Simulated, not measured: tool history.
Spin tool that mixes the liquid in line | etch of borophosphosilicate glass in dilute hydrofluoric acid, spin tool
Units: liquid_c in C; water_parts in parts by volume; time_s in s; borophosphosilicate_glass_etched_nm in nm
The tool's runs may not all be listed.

run,hour,liquid_c,water_parts,time_s,borophosphosilicate_glass_etched_nm
1,0.0,21.0,120,75,14.195
2,1.1,23.0,90,75,21.251
3,2.0,24.5,70,75,29.559
4,7.5,24.5,70,75,29.606
5,8.9,27.0,70,75,32.860
6,14.2,28.5,70,75,34.617
7,16.9,28.5,60,75,40.799
8,22.4,28.5,55,75,45.367
9,29.8,29.0,50,75,51.383
10,38.2,28.5,50,75,49.119
11,40.8,29.0,50,75,50.626

Run 12 comes next. What will it give?
12,45.8,29.0,45,75,?

borophosphosilicate_glass_etched_nm: 56.300 nm
